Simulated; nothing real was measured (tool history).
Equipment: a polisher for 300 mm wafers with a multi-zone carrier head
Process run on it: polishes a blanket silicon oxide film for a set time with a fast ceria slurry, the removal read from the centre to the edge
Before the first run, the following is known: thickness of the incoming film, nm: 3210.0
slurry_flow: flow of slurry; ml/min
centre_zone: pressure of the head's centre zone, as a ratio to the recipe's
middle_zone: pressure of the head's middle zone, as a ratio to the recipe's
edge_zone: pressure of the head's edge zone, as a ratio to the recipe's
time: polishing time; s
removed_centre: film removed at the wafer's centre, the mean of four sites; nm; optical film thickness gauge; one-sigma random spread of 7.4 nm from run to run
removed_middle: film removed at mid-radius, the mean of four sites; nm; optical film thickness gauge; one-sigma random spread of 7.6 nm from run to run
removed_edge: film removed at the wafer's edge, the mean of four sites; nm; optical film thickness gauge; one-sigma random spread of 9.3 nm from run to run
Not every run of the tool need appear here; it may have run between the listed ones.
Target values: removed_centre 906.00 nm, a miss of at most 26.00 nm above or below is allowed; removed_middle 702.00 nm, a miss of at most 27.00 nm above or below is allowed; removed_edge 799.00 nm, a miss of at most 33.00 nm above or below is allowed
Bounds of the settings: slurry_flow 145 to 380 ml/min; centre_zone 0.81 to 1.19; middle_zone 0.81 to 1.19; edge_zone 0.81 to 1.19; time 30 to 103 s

run,day,slurry_flow,centre_zone,middle_zone,edge_zone,time,removed_centre,removed_middle,removed_edge
1,0.000,245,1.00,1.00,1.00,66,593.05,582.31,599.44
2,0.108,245,0.96,1.00,1.00,66,576.72,598.46,597.32
3,0.188,245,0.91,1.00,1.00,66,542.95,588.11,599.49
4,0.321,245,0.86,1.00,1.00,66,511.10,582.56,600.95
5,0.542,245,0.86,1.00,1.00,77,596.40,678.21,700.47
6,0.633,245,0.86,1.00,1.03,77,614.49,690.35,718.97
7,0.892,250,0.89,0.99,1.05,77,630.21,697.64,713.46
8,0.962,240,0.92,0.97,1.06,78,651.44,682.55,718.77
9,1.250,245,0.95,0.95,1.07,79,691.12,676.73,746.62
10,1.496,315,1.05,0.97,1.05,80,779.53,717.13,746.19
11,1.625,315,1.06,0.96,1.06,80,793.65,699.20,763.87
12,1.692,315,1.07,0.96,1.06,80,781.57,704.32,763.90
13,1.912,315,1.09,0.95,1.06,80,804.85,711.56,775.01
14,2.258,320,1.10,0.94,1.05,80,827.45,688.80,755.40

Next run, 5 choices. One meets every target within its allowed miss, the rest don't. Which?
A,2.604,285,1.12,0.87,0.98,87,?,?,?
B,2.604,345,1.10,0.94,0.89,78,?,?,?
C,2.604,300,1.07,0.98,1.11,74,?,?,?
D,2.604,225,1.13,0.81,1.06,93,?,?,?
E,2.604,280,1.10,0.89,1.16,84,?,?,?

move,removed_centre,removed_middle,removed_edge
A,892.31,699.07,800.27
B,799.07,678.51,693.07
C,728.78,659.41,725.03
D,940.18,690.28,875.86
E,844.80,686.65,839.27
A: in spec on every target
B: its largest miss is bigger than the last run's
C: its largest miss is bigger than the last run's
D: pushes the last run's worst result past its target
E: better than the last run, though not everything is in spec
Answer: A

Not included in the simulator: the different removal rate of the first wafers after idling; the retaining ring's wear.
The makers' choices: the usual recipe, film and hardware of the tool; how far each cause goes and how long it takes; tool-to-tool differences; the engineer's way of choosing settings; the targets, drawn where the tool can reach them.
